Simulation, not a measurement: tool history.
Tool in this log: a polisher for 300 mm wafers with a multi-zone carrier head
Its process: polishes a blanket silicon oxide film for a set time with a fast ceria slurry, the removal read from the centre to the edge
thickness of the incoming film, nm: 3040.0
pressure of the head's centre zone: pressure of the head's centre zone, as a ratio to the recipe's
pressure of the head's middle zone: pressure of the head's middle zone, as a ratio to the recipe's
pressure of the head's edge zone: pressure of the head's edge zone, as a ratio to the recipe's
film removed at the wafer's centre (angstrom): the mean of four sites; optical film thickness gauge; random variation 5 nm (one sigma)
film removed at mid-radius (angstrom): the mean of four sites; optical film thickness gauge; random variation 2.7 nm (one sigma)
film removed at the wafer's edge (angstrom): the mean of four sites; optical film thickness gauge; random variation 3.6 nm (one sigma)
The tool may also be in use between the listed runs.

run,day,flow of slurry (ml/min),pressure of the head's centre zone,pressure of the head's middle zone,pressure of the head's edge zone,polishing time (s),film removed at the wafer's centre (angstrom),film removed at mid-radius (angstrom),film removed at the wafer's edge (angstrom)
1,0,130,1,1,1,59,5972.6,5952.4,5958.3
2,0.233,130,1.07,1,1,59,6450.5,6042.3,5981.5
3,0.379,125,1.03,0.98,0.97,55,5682.3,5439,5424.3
4,0.55,125,1.07,0.98,0.97,55,5752.6,5463.9,5488.4
5,0.725,120,1.04,0.96,0.94,52,5577.6,4990.8,5041.2
6,0.892,95,1.04,0.96,0.94,52,5065.9,4813.2,4966.7
7,0.933,90,1,0.96,0.93,50,4695.7,4614.7,4614.4
8,1.146,90,0.97,0.95,0.93,49,4496,4400.3,4548.6
9,1.254,90,0.97,0.95,0.93,49,4368.9,4389,4660.3
10,1.504,90,0.9,0.92,0.83,42,3501.1,3728.1,3733.1

The next listed run, before its measurement:
11,1.596,95,0.9,0.92,0.85,42,?,?,?

Run 11 yielded film removed at the wafer's centre (angstrom) 3572.5, film removed at mid-radius (angstrom) 3770.7, film removed at the wafer's edge (angstrom) 3856.4.
